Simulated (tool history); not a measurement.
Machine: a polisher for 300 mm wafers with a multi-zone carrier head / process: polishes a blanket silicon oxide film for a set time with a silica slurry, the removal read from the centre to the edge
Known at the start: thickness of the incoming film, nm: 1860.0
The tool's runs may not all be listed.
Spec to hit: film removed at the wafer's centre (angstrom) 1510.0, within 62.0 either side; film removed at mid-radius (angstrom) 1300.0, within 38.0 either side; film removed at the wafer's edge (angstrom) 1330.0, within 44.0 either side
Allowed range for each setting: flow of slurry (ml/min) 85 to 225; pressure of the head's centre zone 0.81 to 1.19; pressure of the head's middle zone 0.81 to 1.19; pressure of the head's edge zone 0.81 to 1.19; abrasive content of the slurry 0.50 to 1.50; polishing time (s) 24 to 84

run,day,flow of slurry (ml/min),pressure of the head's centre zone,pressure of the head's middle zone,pressure of the head's edge zone,abrasive content of the slurry,polishing time (s),film removed at the wafer's centre (angstrom),film removed at mid-radius (angstrom),film removed at the wafer's edge (angstrom)
1,0.000,145,1.00,1.00,1.00,1.00,54,1523.6,1519.3,1498.2
2,0.204,145,1.00,1.00,1.00,1.00,66,1850.3,1845.2,1825.9
3,0.392,115,1.00,1.00,1.00,1.00,66,1778.8,1749.3,1785.3
4,0.421,115,1.00,1.05,1.00,1.00,66,1751.9,1827.8,1763.3
5,0.546,115,1.01,1.03,0.98,0.90,66,1680.6,1689.4,1666.2
6,0.600,115,1.01,1.03,0.98,0.90,60,1565.6,1543.6,1508.8
7,0.892,115,1.01,1.03,0.98,0.90,60,1511.4,1535.6,1497.8
8,1.196,110,1.02,1.02,0.96,0.90,60,1479.1,1511.1,1471.8
9,1.383,110,1.05,1.00,0.95,0.85,60,1521.7,1440.2,1412.5
10,1.504,105,1.06,0.99,0.95,0.85,60,1512.6,1394.9,1400.9
11,1.792,105,1.07,0.99,0.95,0.85,60,1491.8,1407.5,1414.8
12,1.883,105,1.09,0.98,0.94,0.85,60,1555.5,1396.3,1405.3
13,1.925,105,1.09,0.97,0.93,0.85,60,1530.5,1398.1,1405.9
14,2.296,105,1.10,0.96,0.92,0.85,60,1552.7,1368.1,1392.5
15,2.450,105,1.10,0.96,0.91,0.85,60,1567.3,1371.0,1373.5
16,2.717,100,1.10,0.96,0.91,0.85,60,1550.9,1343.7,1362.8

Which one of the following 5 next-run settings gets every result inside its allowed miss? There is exactly one.
A,2.983,85,1.06,0.96,0.96,1.15,53,?,?,?
B,2.983,115,1.08,1.00,0.88,0.80,61,?,?,?
C,2.983,90,1.13,0.96,0.94,0.85,59,?,?,?
D,2.983,100,1.13,1.01,0.87,0.85,60,?,?,?
E,2.983,125,1.13,1.03,0.90,0.80,55,?,?,?

move,film removed at the wafer's centre (angstrom),film removed at mid-radius (angstrom),film removed at the wafer's edge (angstrom)
A,1511.3,1375.7,1414.5
B,1551.7,1417.8,1320.5
C,1530.5,1302.6,1319.8
D,1605.7,1420.0,1317.9
E,1494.5,1333.7,1217.4
A: further off than the last run
B: further off than the last run
C: all results in spec
D: further off than the last run
E: corrects the largest miss of the last run, while another result sits out of spec
Move C is the one to make.

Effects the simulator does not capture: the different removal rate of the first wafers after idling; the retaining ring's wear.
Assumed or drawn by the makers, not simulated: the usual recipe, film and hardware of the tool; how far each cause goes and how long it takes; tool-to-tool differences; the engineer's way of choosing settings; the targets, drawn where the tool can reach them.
